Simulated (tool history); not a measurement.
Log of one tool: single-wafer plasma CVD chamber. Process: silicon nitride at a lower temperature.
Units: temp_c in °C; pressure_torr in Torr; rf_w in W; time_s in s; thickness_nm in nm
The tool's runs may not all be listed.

{"run": 1, "hour": 0.0, "temp_c": 350, "pressure_torr": 1.79, "rf_w": 360, "time_s": 16.9, "thickness_nm": 25.027}
{"run": 2, "hour": 8.0, "temp_c": 350, "pressure_torr": 1.62, "rf_w": 345, "time_s": 16.9, "thickness_nm": 23.713}
{"run": 3, "hour": 15.1, "temp_c": 350, "pressure_torr": 1.49, "rf_w": 335, "time_s": 16.9, "thickness_nm": 22.867}
{"run": 4, "hour": 20.6, "temp_c": 350, "pressure_torr": 1.49, "rf_w": 360, "time_s": 16.9, "thickness_nm": 24.046}
{"run": 5, "hour": 24.9, "temp_c": 350, "pressure_torr": 1.49, "rf_w": 360, "time_s": 16.1, "thickness_nm": 22.938}
{"run": 6, "hour": 28.4, "temp_c": 350, "pressure_torr": 1.49, "rf_w": 340, "time_s": 16.1, "thickness_nm": 22.103}
{"run": 7, "hour": 31.9, "temp_c": 350, "pressure_torr": 1.39, "rf_w": 335, "time_s": 16.1, "thickness_nm": 21.508}
{"run": 8, "hour": 40.5, "temp_c": 350, "pressure_torr": 1.32, "rf_w": 335, "time_s": 16.1, "thickness_nm": 21.388}
{"run": 9, "hour": 47.7, "temp_c": 350, "pressure_torr": 1.32, "rf_w": 335, "time_s": 16.1, "thickness_nm": 21.326}
{"run": 10, "hour": 49.4, "temp_c": 350, "pressure_torr": 1.26, "rf_w": 335, "time_s": 16.1, "thickness_nm": 21.178}

Run 11 comes next. What will it give?
{"run": 11, "hour": 53.5, "temp_c": 350, "pressure_torr": 1.22, "rf_w": 335, "time_s": 16.1, "thickness_nm": "?"}

{"run 11": {"thickness_nm": 21.124}}
